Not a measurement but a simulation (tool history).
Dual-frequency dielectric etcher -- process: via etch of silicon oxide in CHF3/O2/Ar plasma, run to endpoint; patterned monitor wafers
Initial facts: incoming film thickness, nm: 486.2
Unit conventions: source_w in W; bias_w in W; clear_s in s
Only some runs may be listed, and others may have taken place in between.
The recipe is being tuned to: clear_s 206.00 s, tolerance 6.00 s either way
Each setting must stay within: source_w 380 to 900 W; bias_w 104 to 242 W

| run | hour | source_w | bias_w | clear_s |
|---|---|---|---|---|
| 1 | 0.0 | 640 | 173 | 238.94 |
| 2 | 7.8 | 640 | 161 | 243.58 |
| 3 | 9.3 | 640 | 144 | 252.91 |
| 4 | 11.6 | 680 | 150 | 246.49 |
| 5 | 13.2 | 710 | 159 | 237.84 |
|  | 15.2 | wet clean of the chamber |
| 6 | 15.2 | 730 | 165 | 227.51 |
| 7 | 22.1 | 750 | 167 | 225.49 |
| 8 | 29.6 | 770 | 169 | 222.40 |
| 9 | 34.4 | 790 | 171 | 219.45 |

Exercise: of the 4 proposed moves below, exactly one satisfies all targets within the stated allowed misses. Which move is it?
| A | 39.2 | 730 | 166 | ? |
| B | 39.2 | 900 | 220 | ? |
| C | 39.2 | 880 | 230 | ? |
| D | 39.2 | 900 | 185 | ? |

| move | clear_s |
|---|---|
| A | 226.31 |
| B | 196.89 |
| C | 195.14 |
| D | 208.03 |
A: further off than the last run
B: takes the result that was furthest off past its target
C: takes the result that was furthest off past its target
D: hits every target within its allowed miss
D meets every target.
